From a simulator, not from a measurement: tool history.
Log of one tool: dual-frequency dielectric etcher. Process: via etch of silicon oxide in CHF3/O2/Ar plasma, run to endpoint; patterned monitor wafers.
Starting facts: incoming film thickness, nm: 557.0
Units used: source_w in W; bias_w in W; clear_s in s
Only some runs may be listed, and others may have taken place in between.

run	hour	source_w	bias_w	clear_s
1	0	910	136	241.66
2	1.8	910	120	253.24
3	10.6	880	119	261.42
4	17.9	880	139	247.07
5	25.8	850	138	252.5
6	28.8	920	138	241.2

Expected results for the next run?
7	37.9	890	137	?

clear_s: 245.89 s

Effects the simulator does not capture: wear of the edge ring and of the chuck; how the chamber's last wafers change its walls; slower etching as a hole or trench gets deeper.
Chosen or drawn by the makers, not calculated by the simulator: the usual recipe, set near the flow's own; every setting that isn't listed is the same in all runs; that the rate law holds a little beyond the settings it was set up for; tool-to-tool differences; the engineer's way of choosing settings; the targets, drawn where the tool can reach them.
